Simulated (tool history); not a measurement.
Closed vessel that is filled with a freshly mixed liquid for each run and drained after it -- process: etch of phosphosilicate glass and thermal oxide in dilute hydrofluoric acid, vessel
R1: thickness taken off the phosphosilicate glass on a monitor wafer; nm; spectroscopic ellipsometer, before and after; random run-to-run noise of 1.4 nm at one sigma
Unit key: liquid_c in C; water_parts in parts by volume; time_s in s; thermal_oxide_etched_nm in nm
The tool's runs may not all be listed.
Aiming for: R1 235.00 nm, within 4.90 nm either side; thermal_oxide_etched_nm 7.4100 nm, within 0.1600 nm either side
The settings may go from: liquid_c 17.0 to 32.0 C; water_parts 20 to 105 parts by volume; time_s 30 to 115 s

{"run": 1, "hour": 0.0, "liquid_c": 24.0, "water_parts": 55, "time_s": 60, "R1": 160.69, "thermal_oxide_etched_nm": 5.0809}
{"run": 2, "hour": 2.6, "liquid_c": 26.5, "water_parts": 55, "time_s": 60, "R1": 179.05, "thermal_oxide_etched_nm": 5.6157}
{"run": 3, "hour": 7.3, "liquid_c": 26.5, "water_parts": 55, "time_s": 45, "R1": 133.05, "thermal_oxide_etched_nm": 4.2669}
{"run": 4, "hour": 11.3, "liquid_c": 26.5, "water_parts": 45, "time_s": 45, "R1": 166.07, "thermal_oxide_etched_nm": 5.2769}
{"run": 5, "hour": 19.1, "liquid_c": 26.5, "water_parts": 45, "time_s": 55, "R1": 205.0, "thermal_oxide_etched_nm": 6.3616}
{"run": 6, "hour": 20.2, "liquid_c": 26.5, "water_parts": 45, "time_s": 80, "R1": 297.61, "thermal_oxide_etched_nm": 9.3946}
{"run": 7, "hour": 25.6, "liquid_c": 25.0, "water_parts": 45, "time_s": 80, "R1": 278.7, "thermal_oxide_etched_nm": 8.7712}
{"run": 8, "hour": 29.4, "liquid_c": 24.0, "water_parts": 45, "time_s": 80, "R1": 268.46, "thermal_oxide_etched_nm": 8.4916}
{"run": 9, "hour": 38.4, "liquid_c": 23.5, "water_parts": 45, "time_s": 80, "R1": 261.74, "thermal_oxide_etched_nm": 8.3148}

Exercise: of the 4 proposed moves below, exactly one satisfies all targets within the stated allowed misses. Which move is it?
{"run": "A", "hour": 47.4, "liquid_c": 25.0, "water_parts": 50, "time_s": 75, "R1": "?", "thermal_oxide_etched_nm": "?"}
{"run": "B", "hour": 47.4, "liquid_c": 29.5, "water_parts": 50, "time_s": 60, "R1": "?", "thermal_oxide_etched_nm": "?"}
{"run": "C", "hour": 47.4, "liquid_c": 17.5, "water_parts": 35, "time_s": 90, "R1": "?", "thermal_oxide_etched_nm": "?"}
{"run": "D", "hour": 47.4, "liquid_c": 24.5, "water_parts": 45, "time_s": 65, "R1": "?", "thermal_oxide_etched_nm": "?"}

move=A R1=232.86 thermal_oxide_etched_nm=7.2924
move=B R1=223.13 thermal_oxide_etched_nm=6.9879
move=C R1=296.17 thermal_oxide_etched_nm=9.2753
move=D R1=221.18 thermal_oxide_etched_nm=6.9266
A: each result inside its tolerance
B: moves the result that the last run missed by most past its target, out the other side
C: lands further from the targets than the last run did
D: moves the result that the last run missed by most past its target, out the other side
Go with A: it meets all targets.
